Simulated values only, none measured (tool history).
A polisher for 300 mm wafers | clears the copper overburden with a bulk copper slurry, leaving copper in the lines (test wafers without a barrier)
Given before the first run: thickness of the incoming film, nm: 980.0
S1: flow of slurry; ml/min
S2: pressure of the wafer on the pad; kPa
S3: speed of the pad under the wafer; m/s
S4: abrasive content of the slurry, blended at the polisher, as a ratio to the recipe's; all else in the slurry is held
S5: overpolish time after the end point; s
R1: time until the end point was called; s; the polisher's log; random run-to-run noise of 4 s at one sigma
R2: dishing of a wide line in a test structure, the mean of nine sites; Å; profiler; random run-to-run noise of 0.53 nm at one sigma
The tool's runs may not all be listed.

| run | day | S1 | S2 | S3 | S4 | S5 | R1 | R2 |
|---|---|---|---|---|---|---|---|---|
| 1 | 0 | 275 | 17.9 | 0.84 | 1 | 19 | 124.91 | 891.01 |
| 2 | 0.229 | 275 | 16.5 | 0.84 | 1 | 17 | 137.75 | 766 |
| 3 | 0.529 | 275 | 15.2 | 0.84 | 1 | 15 | 147.67 | 661.73 |
| 4 | 0.596 | 275 | 13.8 | 0.84 | 1 | 14 | 165.8 | 584.08 |
| 5 | 0.762 | 275 | 13.8 | 0.84 | 0.85 | 14 | 162.02 | 567.8 |
| 6 | 0.804 | 275 | 13.8 | 0.84 | 0.85 | 7 | 161.63 | 315.58 |
| 7 | 0.908 | 275 | 13.1 | 0.84 | 0.85 | 7 | 171.36 | 290.83 |

Run 8, settings as shown, results not yet in. Your forecast:
| 8 | 1.146 | 275 | 12.4 | 0.84 | 0.85 | 7 | ? | ? |

R1: 179.58 s
R2: 287.28 Å
